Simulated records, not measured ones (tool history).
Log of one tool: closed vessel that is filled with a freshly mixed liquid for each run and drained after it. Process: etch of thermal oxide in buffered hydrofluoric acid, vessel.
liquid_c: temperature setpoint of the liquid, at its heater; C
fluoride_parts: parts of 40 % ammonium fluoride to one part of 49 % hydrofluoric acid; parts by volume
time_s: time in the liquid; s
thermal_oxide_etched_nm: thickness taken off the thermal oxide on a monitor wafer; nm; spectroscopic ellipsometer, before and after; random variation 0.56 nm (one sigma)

{"run": 1, "hour": 0.0, "liquid_c": 21.0, "fluoride_parts": 19.0, "time_s": 100, "thermal_oxide_etched_nm": 51.174}
{"run": 2, "hour": 2.8, "liquid_c": 23.0, "fluoride_parts": 17.0, "time_s": 100, "thermal_oxide_etched_nm": 63.1}
{"run": 3, "hour": 7.0, "liquid_c": 23.0, "fluoride_parts": 17.0, "time_s": 105, "thermal_oxide_etched_nm": 66.907}
{"run": 4, "hour": 12.6, "liquid_c": 24.5, "fluoride_parts": 15.5, "time_s": 105, "thermal_oxide_etched_nm": 79.664}
{"run": 5, "hour": 21.6, "liquid_c": 25.5, "fluoride_parts": 14.5, "time_s": 105, "thermal_oxide_etched_nm": 89.323}
{"run": 6, "hour": 29.3, "liquid_c": 26.5, "fluoride_parts": 14.0, "time_s": 105, "thermal_oxide_etched_nm": 96.451}

Run 7 comes next. What will it give?
{"run": 7, "hour": 34.1, "liquid_c": 26.5, "fluoride_parts": 14.0, "time_s": 105, "thermal_oxide_etched_nm": "?"}

thermal_oxide_etched_nm: 96.954 nm
